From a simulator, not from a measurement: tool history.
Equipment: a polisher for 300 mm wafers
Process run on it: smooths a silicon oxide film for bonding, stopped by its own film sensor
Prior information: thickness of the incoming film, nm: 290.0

| run | hour | flow of slurry (ml/min) | pressure of the wafer on the pad (kPa) | speed of the pad under the wafer (m/s) | abrasive content of the slurry | target thickness at which the film sensor stops the polish (Å) | time until the film sensor stopped the polish (s) |
|---|---|---|---|---|---|---|---|
| 1 | 0.0 | 180 | 17.9 | 0.88 | 1.0 | 2440 | 60.609 |
| 2 | 8.4 | 180 | 17.9 | 1.06 | 1.0 | 2440 | 51.846 |
| 3 | 13.7 | 175 | 17.2 | 1.06 | 1.0 | 2440 | 54.101 |
| 4 | 19.0 | 215 | 17.2 | 1.06 | 1.0 | 2440 | 52.332 |
| 5 | 20.7 | 210 | 16.5 | 1.06 | 1.0 | 2440 | 52.680 |
| 6 | 28.1 | 210 | 16.5 | 0.94 | 1.0 | 2440 | 59.668 |
| 7 | 32.0 | 210 | 16.5 | 0.94 | 1.0 | 2440 | 58.189 |
| 8 | 36.1 | 200 | 16.5 | 0.94 | 1.0 | 2440 | 59.654 |
| 9 | 38.1 | 190 | 15.9 | 0.94 | 1.0 | 2440 | 62.049 |
| 10 | 41.0 | 185 | 15.9 | 0.94 | 1.0 | 2440 | 61.365 |
| 11 | 43.1 | 185 | 15.2 | 0.94 | 1.0 | 2440 | 62.924 |

What will run 12 give?
| 12 | 51.7 | 185 | 14.5 | 0.94 | 1.0 | 2440 | ? |

time until the film sensor stopped the polish (s): 65.080
